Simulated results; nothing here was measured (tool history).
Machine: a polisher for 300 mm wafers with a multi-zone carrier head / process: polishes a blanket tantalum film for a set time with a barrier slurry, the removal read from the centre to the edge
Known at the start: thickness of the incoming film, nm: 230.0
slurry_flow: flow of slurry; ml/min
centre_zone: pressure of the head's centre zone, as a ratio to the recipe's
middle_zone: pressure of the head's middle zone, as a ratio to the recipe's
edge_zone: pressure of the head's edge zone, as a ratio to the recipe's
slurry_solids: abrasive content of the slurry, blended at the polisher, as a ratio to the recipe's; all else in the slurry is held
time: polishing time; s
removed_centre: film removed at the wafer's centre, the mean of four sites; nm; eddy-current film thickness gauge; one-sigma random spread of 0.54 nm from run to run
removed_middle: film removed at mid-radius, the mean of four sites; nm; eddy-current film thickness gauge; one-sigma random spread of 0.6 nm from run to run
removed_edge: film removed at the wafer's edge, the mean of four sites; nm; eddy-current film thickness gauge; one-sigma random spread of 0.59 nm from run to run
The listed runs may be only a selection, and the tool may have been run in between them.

run  hour  slurry_flow  centre_zone  middle_zone  edge_zone  slurry_solids  time  removed_centre  removed_middle  removed_edge
  1     0          225            1            1          1              1    39          78.129          75.264        76.042
  2   3.6          225            1            1       0.95              1    39          78.885          75.675        73.958
  3   5.3          215         0.99            1       0.94              1    39          77.833          75.122        75.501
  4  11.4          220         0.98            1       0.94           0.95    39          76.789          73.496        73.822
  5  13.2          220          0.9            1       0.94           0.95    39          70.074          75.006        72.875
  6  14.9          245          0.9            1       0.94           0.95    39          70.824          74.483         74.12

Run 7, settings as shown, results not yet in. Your forecast:
  7    17          240          0.9            1       0.92           0.95    39               ?               ?             ?

removed_centre: 69.515 nm
removed_middle: 74.692 nm
removed_edge: 72.561 nm

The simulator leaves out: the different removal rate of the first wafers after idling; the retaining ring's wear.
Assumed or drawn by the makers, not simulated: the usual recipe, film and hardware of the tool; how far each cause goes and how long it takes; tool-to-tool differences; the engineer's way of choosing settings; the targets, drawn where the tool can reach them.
